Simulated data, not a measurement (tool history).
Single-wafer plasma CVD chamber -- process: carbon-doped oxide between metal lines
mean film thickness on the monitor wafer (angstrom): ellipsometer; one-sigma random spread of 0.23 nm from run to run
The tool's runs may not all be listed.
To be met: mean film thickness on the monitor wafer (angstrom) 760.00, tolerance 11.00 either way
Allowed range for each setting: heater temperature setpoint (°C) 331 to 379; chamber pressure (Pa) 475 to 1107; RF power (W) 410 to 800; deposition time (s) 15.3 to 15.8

| run | hour | heater temperature setpoint (°C) | chamber pressure (Pa) | RF power (W) | deposition time (s) | mean film thickness on the monitor wafer (angstrom) |
|---|---|---|---|---|---|---|
| 1 | 0.0 | 355 | 791 | 605 | 15.3 | 877.01 |
| 2 | 2.3 | 355 | 869 | 605 | 15.3 | 886.51 |
| 3 | 8.7 | 355 | 773 | 605 | 15.3 | 875.47 |
| 4 | 11.3 | 358 | 735 | 590 | 15.3 | 851.36 |
| 5 | 15.0 | 361 | 701 | 575 | 15.3 | 820.07 |
| 6 | 19.4 | 361 | 701 | 575 | 15.3 | 820.62 |
| 7 | 21.1 | 361 | 701 | 575 | 15.3 | 822.23 |
| 8 | 29.7 | 364 | 677 | 570 | 15.3 | 805.20 |
| 9 | 38.2 | 366 | 663 | 570 | 15.3 | 799.37 |
| 10 | 44.2 | 368 | 648 | 570 | 15.3 | 799.02 |
| 11 | 47.4 | 368 | 648 | 570 | 15.3 | 793.04 |
| 12 | 55.4 | 369 | 635 | 570 | 15.3 | 791.99 |
|  | 60.3 | thermocouple changed; heater temperature recalibrated |
| 13 | 60.3 | 375 | 549 | 545 | 15.3 | 744.48 |
| 14 | 65.9 | 374 | 556 | 545 | 15.3 | 744.63 |

Exactly one of the 4 candidate moves below puts every result within its allowed miss. Which one?
| A | 71.5 | 357 | 475 | 520 | 15.3 | ? |
| B | 71.5 | 377 | 517 | 550 | 15.7 | ? |
| C | 71.5 | 375 | 599 | 505 | 15.3 | ? |
| D | 71.5 | 372 | 552 | 515 | 15.4 | ? |

| move | mean film thickness on the monitor wafer (angstrom) |
|---|---|
| A | 730.32 |
| B | 755.48 |
| C | 712.36 |
| D | 721.47 |
A: moves away from the targets compared with the last run
B: in spec on every target
C: moves away from the targets compared with the last run
D: moves away from the targets compared with the last run
B meets every target.
